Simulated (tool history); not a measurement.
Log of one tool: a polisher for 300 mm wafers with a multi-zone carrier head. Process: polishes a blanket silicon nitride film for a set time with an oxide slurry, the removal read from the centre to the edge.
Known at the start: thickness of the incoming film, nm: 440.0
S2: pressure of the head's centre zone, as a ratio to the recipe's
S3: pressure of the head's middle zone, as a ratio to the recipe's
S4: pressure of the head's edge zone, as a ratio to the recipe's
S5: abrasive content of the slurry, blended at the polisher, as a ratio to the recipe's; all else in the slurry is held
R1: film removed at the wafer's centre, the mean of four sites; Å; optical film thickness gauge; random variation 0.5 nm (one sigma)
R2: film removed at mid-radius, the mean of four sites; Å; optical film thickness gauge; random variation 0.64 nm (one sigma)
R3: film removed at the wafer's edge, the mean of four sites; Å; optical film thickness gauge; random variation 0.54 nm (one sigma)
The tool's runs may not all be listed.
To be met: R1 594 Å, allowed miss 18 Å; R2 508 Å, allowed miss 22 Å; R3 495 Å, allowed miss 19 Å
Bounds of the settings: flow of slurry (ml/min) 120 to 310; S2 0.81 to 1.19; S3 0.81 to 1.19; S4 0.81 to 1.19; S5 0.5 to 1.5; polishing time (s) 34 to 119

{"run": 1, "hour": 0.0, "flow of slurry (ml/min)": 200, "S2": 1, "S3": 1, "S4": 1, "S5": 1, "polishing time (s)": 76, "R1": 621.5, "R2": 634.93, "R3": 611.09}
{"run": 2, "hour": 6.5, "flow of slurry (ml/min)": 200, "S2": 1, "S3": 1, "S4": 1, "S5": 1.2, "polishing time (s)": 76, "R1": 680.87, "R2": 684.85, "R3": 671.38}
{"run": 3, "hour": 13.2, "flow of slurry (ml/min)": 200, "S2": 1, "S3": 0.94, "S4": 1, "S5": 1.2, "polishing time (s)": 76, "R1": 671.42, "R2": 645.88, "R3": 662.4}
{"run": 4, "hour": 16.2, "flow of slurry (ml/min)": 200, "S2": 1.01, "S3": 0.93, "S4": 0.98, "S5": 1.15, "polishing time (s)": 76, "R1": 669.86, "R2": 636.08, "R3": 653.37}
{"run": 5, "hour": 18.5, "flow of slurry (ml/min)": 200, "S2": 1.02, "S3": 0.93, "S4": 0.97, "S5": 1.1, "polishing time (s)": 76, "R1": 651.77, "R2": 608.62, "R3": 635.63}
{"run": 6, "hour": 24.9, "flow of slurry (ml/min)": 155, "S2": 1.02, "S3": 0.93, "S4": 0.97, "S5": 1.1, "polishing time (s)": 76, "R1": 629.27, "R2": 587.04, "R3": 630.57}
{"run": 7, "hour": 33.7, "flow of slurry (ml/min)": 155, "S2": 1.02, "S3": 0.93, "S4": 0.97, "S5": 1.1, "polishing time (s)": 76, "R1": 621.88, "R2": 595.47, "R3": 612.32}
{"run": 8, "hour": 39.8, "flow of slurry (ml/min)": 170, "S2": 1.12, "S3": 0.91, "S4": 0.87, "S5": 0.85, "polishing time (s)": 75, "R1": 602.87, "R2": 509.32, "R3": 527.21}

4 next moves are on the table. One of them brings every result within its allowed miss. Which?
{"run": "A", "hour": 45.9, "flow of slurry (ml/min)": 195, "S2": 1.03, "S3": 0.98, "S4": 0.85, "S5": 0.65, "polishing time (s)": 92, "R1": "?", "R2": "?", "R3": "?"}
{"run": "B", "hour": 45.9, "flow of slurry (ml/min)": 135, "S2": 1.06, "S3": 0.84, "S4": 0.87, "S5": 0.95, "polishing time (s)": 81, "R1": "?", "R2": "?", "R3": "?"}
{"run": "C", "hour": 45.9, "flow of slurry (ml/min)": 170, "S2": 1.05, "S3": 0.98, "S4": 0.88, "S5": 0.85, "polishing time (s)": 78, "R1": "?", "R2": "?", "R3": "?"}
{"run": "D", "hour": 45.9, "flow of slurry (ml/min)": 145, "S2": 1.18, "S3": 1, "S4": 0.92, "S5": 1, "polishing time (s)": 66, "R1": "?", "R2": "?", "R3": "?"}

move=A R1=592.62 R2=573.17 R3=541.88
move=B R1=616.32 R2=514.93 R3=570.59
move=C R1=587.22 R2=558.65 R3=537.78
move=D R1=586.31 R2=506.25 R3=491.18
A: further off than the last run
B: further off than the last run
C: further off than the last run
D: meets every target
The right move is D.
